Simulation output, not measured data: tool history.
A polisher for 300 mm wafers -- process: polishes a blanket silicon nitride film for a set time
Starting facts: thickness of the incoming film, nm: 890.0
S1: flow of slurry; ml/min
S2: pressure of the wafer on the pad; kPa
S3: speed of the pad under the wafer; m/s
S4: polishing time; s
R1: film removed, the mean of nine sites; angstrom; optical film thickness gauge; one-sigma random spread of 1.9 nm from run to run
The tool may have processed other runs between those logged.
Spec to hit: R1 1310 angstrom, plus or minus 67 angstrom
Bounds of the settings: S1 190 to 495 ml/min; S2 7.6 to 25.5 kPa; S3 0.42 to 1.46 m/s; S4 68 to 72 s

run  hour   S1    S2    S3  S4      R1
  1     0  320  16.5  0.94  68  853.37
  2   7.8  260  16.5  0.94  68  811.63
  3  12.1  260  16.5  0.94  72  879.14
  4  19.4  260  16.5  0.94  72  849.26
  5  23.8  205  16.5  0.94  72  842.53
  6  31.5  235  16.5  0.94  72  851.41
  7  37.6  240  17.2  0.94  72  878.02
     46.4  -- slurry nozzle cleaned
  8  46.4  240  21.4     1  72  1207.7
  9  47.4  250  22.1     1  72  1237.3

Below are 4 possible settings for the next run. Only one of them brings all results inside the allowed miss of their targets. Which is it?
  A  48.4  275    20     1  72   ?
  B  48.4  320    20  1.12  68   ?
  C  48.4  295  25.5  0.88  72   ?
  D  48.4  200  20.7  0.98  72   ?

move      R1
   A  1139.7
   B    1194
   C  1319.3
   D  1111.1
A: the biggest miss grows against the last run
B: the biggest miss grows against the last run
C: all results in spec
D: the biggest miss grows against the last run
The move that meets every target is C.

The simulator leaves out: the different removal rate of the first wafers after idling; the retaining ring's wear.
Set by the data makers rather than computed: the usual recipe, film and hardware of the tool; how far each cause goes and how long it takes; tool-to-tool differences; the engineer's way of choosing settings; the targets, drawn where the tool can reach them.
